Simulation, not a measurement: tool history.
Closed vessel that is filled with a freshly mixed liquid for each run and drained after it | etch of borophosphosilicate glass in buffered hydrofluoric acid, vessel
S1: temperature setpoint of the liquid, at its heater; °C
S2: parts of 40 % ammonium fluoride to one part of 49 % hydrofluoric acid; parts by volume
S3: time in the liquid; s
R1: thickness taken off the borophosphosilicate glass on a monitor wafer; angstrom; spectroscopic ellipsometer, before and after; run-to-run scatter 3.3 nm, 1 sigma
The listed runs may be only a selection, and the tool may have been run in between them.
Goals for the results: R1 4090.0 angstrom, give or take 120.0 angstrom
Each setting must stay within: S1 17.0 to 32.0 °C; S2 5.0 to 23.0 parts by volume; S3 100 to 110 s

run 1 hour=0.0 | S1=25.0 S2=14.0 S3=100 | R1=2315.3
run 2 hour=6.8 | S1=26.0 S2=13.5 S3=100 | R1=2520.8
run 3 hour=12.7 | S1=26.0 S2=10.5 S3=100 | R1=3213.3
run 4 hour=16.9 | S1=26.0 S2=10.5 S3=100 | R1=3221.9
run 5 hour=25.6 | S1=26.0 S2=10.5 S3=110 | R1=3507.8
run 6 hour=27.7 | S1=26.0 S2=13.0 S3=110 | R1=2815.4
run 7 hour=35.1 | S1=27.0 S2=12.5 S3=110 | R1=3180.8
run 8 hour=42.1 | S1=28.0 S2=12.5 S3=110 | R1=3308.9
run 9 hour=50.7 | S1=28.5 S2=12.5 S3=110 | R1=3423.2

Which single option among these 5 for the next run brings every result within its allowed miss of target? Just one does.
run A hour=59.3 | S1=28.5 S2=10.5 S3=110 | R1=?
run B hour=59.3 | S1=28.5 S2=8.5 S3=110 | R1=?
run C hour=59.3 | S1=29.0 S2=14.0 S3=100 | R1=?
run D hour=59.3 | S1=30.0 S2=14.5 S3=105 | R1=?
run E hour=59.3 | S1=27.5 S2=14.0 S3=100 | R1=?

move=A R1=3992.2
move=B R1=4766.4
move=C R1=2809.2
move=D R1=3002.6
move=E R1=2595.9
A: in spec on every target
B: the result that was furthest off in the last run now lies on the other side of its target
C: its largest miss is bigger than the last run's
D: its largest miss is bigger than the last run's
E: its largest miss is bigger than the last run's
A meets every target.
